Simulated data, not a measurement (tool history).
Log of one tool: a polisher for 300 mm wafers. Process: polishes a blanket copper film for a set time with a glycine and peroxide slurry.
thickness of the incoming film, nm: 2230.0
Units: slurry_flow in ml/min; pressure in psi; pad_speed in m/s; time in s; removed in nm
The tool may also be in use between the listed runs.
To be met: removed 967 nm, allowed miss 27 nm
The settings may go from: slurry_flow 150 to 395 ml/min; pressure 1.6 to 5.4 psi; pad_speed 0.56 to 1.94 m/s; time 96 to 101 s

Run 1, hour 0: slurry_flow 250 ml/min, pressure 3.5 psi, pad_speed 1.24 m/s, time 96 s. Result: removed 651.5 nm.
Run 2, hour 4.4: slurry_flow 310 ml/min, pressure 3.5 psi, pad_speed 1.24 m/s, time 96 s. Result: removed 672.38 nm.
Run 3, hour 7.9: slurry_flow 315 ml/min, pressure 3.9 psi, pad_speed 1.24 m/s, time 96 s. Result: removed 714.24 nm.
Run 4, hour 10.4: slurry_flow 315 ml/min, pressure 4.4 psi, pad_speed 1.26 m/s, time 96 s. Result: removed 774.6 nm.
Run 5, hour 19.1: slurry_flow 315 ml/min, pressure 4.4 psi, pad_speed 1.26 m/s, time 101 s. Result: removed 813.74 nm.
Run 6, hour 21.2: slurry_flow 250 ml/min, pressure 4.4 psi, pad_speed 1.26 m/s, time 101 s. Result: removed 793.45 nm.
Run 7, hour 29.2: slurry_flow 260 ml/min, pressure 4.7 psi, pad_speed 1.28 m/s, time 101 s. Result: removed 854.2 nm.
Run 8, hour 35.1: slurry_flow 265 ml/min, pressure 4.9 psi, pad_speed 1.28 m/s, time 101 s. Result: removed 876.39 nm.
Run 9, hour 42.9: slurry_flow 265 ml/min, pressure 5.4 psi, pad_speed 1.28 m/s, time 101 s. Result: removed 917.27 nm.
Run 10, hour 49.2: slurry_flow 270 ml/min, pressure 5.4 psi, pad_speed 1.3 m/s, time 101 s. Result: removed 934.05 nm.

Which of these 4 next moves meets every target?
Run A, hour 55.5: slurry_flow 190 ml/min, pressure 5.4 psi, pad_speed 1.52 m/s, time 101 s. Result: removed ?.
Run B, hour 55.5: slurry_flow 275 ml/min, pressure 5.4 psi, pad_speed 1.5 m/s, time 99 s. Result: removed ?.
Run C, hour 55.5: slurry_flow 250 ml/min, pressure 5.4 psi, pad_speed 1.44 m/s, time 101 s. Result: removed ?.
Run D, hour 55.5: slurry_flow 290 ml/min, pressure 5.4 psi, pad_speed 1.32 m/s, time 101 s. Result: removed ?.

move  removed
   A   1034.6
   B   1050.5
   C   1021.5
   D   958.38
A: takes the result that was furthest off past its target
B: takes the result that was furthest off past its target
C: takes the result that was furthest off past its target
D: meets every target
Answer: D
